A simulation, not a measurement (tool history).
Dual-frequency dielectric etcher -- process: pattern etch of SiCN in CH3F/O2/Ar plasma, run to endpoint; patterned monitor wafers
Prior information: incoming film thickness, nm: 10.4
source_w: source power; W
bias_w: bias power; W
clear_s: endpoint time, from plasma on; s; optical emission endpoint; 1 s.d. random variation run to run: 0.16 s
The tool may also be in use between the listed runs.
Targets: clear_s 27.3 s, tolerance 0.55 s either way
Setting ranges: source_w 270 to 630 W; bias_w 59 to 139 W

run  hour  source_w  bias_w  clear_s
  1     0       450      99   22.747
  2   1.1       400      94   24.392
  3   9.3       400     111   23.525
  4   9.9       460     111   22.039
  5  10.9       400     107   23.734
  6  19.9       400     120   23.257
  7  26.5       360     117   24.675
  8  31.2       270     112   30.365
  9  36.7       270     112   30.461
 10  39.8       290     112   28.762
 11  45.9       300     112   28.224

Consider the 5 candidate settings below. Which is the only one whose results all fall within their allowed miss of target?
  A    52       310     112        ?
  B    52       380      87        ?
  C    52       320     127        ?
  D    52       290     118        ?
  E    52       350     108        ?

move  clear_s
   A   27.451
   B   25.707
   C   26.003
   D    28.34
   E   25.646
A: all results in spec
B: carries the result that was furthest off beyond its target, to the other side
C: carries the result that was furthest off beyond its target, to the other side
D: moves away from the targets compared with the last run
E: carries the result that was furthest off beyond its target, to the other side
Answer: A
